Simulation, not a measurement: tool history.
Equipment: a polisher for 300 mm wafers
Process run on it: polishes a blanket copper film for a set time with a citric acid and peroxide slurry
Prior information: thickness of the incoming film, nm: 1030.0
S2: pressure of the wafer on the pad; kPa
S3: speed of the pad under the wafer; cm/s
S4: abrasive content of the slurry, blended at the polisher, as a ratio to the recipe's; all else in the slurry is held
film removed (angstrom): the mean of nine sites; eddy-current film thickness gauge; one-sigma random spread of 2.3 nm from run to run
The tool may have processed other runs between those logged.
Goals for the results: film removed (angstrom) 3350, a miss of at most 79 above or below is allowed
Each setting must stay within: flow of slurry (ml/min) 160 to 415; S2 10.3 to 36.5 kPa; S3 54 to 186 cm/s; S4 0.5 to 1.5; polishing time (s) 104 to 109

{"run": 1, "hour": 0.0, "flow of slurry (ml/min)": 265, "S2": 23.4, "S3": 118, "S4": 1, "polishing time (s)": 104, "film removed (angstrom)": 2611}
{"run": 2, "hour": 8.4, "flow of slurry (ml/min)": 265, "S2": 21.4, "S3": 118, "S4": 1, "polishing time (s)": 104, "film removed (angstrom)": 2431.6}
{"run": 3, "hour": 13.6, "flow of slurry (ml/min)": 265, "S2": 21.4, "S3": 118, "S4": 0.9, "polishing time (s)": 104, "film removed (angstrom)": 2397.5}
{"run": 4, "hour": 17.4, "flow of slurry (ml/min)": 265, "S2": 18.6, "S3": 118, "S4": 0.9, "polishing time (s)": 104, "film removed (angstrom)": 2134.6}
{"run": 5, "hour": 25.9, "flow of slurry (ml/min)": 270, "S2": 20, "S3": 118, "S4": 0.9, "polishing time (s)": 104, "film removed (angstrom)": 2267.1}
{"run": 6, "hour": 27.7, "flow of slurry (ml/min)": 270, "S2": 22.8, "S3": 118, "S4": 0.9, "polishing time (s)": 104, "film removed (angstrom)": 2515.9}
{"run": 7, "hour": 31.8, "flow of slurry (ml/min)": 270, "S2": 23.4, "S3": 118, "S4": 0.9, "polishing time (s)": 104, "film removed (angstrom)": 2598.6}
{"run": 8, "hour": 40.1, "flow of slurry (ml/min)": 270, "S2": 23.4, "S3": 118, "S4": 0.9, "polishing time (s)": 104, "film removed (angstrom)": 2599.4}
{"run": 9, "hour": 41.1, "flow of slurry (ml/min)": 300, "S2": 30.3, "S3": 118, "S4": 0.9, "polishing time (s)": 104, "film removed (angstrom)": 3240.8}

Which single option among these 4 for the next run brings every result within its allowed miss of target? Just one does.
{"run": "A", "hour": 42.1, "flow of slurry (ml/min)": 320, "S2": 31, "S3": 118, "S4": 0.85, "polishing time (s)": 106, "film removed (angstrom)": "?"}
{"run": "B", "hour": 42.1, "flow of slurry (ml/min)": 315, "S2": 36.5, "S3": 110, "S4": 0.6, "polishing time (s)": 109, "film removed (angstrom)": "?"}
{"run": "C", "hour": 42.1, "flow of slurry (ml/min)": 250, "S2": 32.4, "S3": 106, "S4": 0.9, "polishing time (s)": 106, "film removed (angstrom)": "?"}
{"run": "D", "hour": 42.1, "flow of slurry (ml/min)": 280, "S2": 29, "S3": 134, "S4": 0.75, "polishing time (s)": 109, "film removed (angstrom)": "?"}

move=A film_removed_(angstrom)=3366.2
move=B film_removed_(angstrom)=3541.7
move=C film_removed_(angstrom)=3122.3
move=D film_removed_(angstrom)=3553.6
A: in spec on every target
B: moves the result that the last run missed by most past its target, out the other side
C: its largest miss is bigger than the last run's
D: moves the result that the last run missed by most past its target, out the other side
The move that meets every target is A.

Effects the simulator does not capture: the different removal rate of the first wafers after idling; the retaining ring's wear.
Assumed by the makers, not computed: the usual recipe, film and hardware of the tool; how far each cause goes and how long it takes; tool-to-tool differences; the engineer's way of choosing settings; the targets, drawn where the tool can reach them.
